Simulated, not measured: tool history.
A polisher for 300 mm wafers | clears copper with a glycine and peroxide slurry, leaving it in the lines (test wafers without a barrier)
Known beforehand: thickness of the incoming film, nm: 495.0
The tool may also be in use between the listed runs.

run,hour,flow of slurry (ml/min),pressure of the wafer on the pad (psi),speed of the pad under the wafer (m/s),overpolish time after the end point (s),time until the end point was called (s),dishing of a wide line in a test structure (nm)
1,0.0,275,2.0,0.80,19,162.42,44.613
2,1.8,280,2.3,0.80,16,146.47,41.291
3,3.6,280,2.6,0.80,16,134.38,45.845
4,8.5,280,2.6,0.64,16,156.01,40.376
5,12.7,280,2.6,0.54,16,174.28,37.243
6,21.3,280,3.0,0.54,16,157.34,40.463
7,22.0,290,3.0,0.64,14,141.68,39.963
8,28.1,290,3.0,0.72,13,129.08,40.490
9,31.7,295,3.0,0.76,12,124.04,38.746
10,37.9,300,3.0,0.80,12,118.24,39.729
11,39.9,310,3.0,0.82,12,117.43,40.999
12,45.5,310,3.0,0.84,12,115.70,41.029

Run 13 has not been measured yet. What should we expect?
13,46.3,310,3.0,0.86,12,?,?

time until the end point was called (s): 111.61
dishing of a wide line in a test structure (nm): 41.910

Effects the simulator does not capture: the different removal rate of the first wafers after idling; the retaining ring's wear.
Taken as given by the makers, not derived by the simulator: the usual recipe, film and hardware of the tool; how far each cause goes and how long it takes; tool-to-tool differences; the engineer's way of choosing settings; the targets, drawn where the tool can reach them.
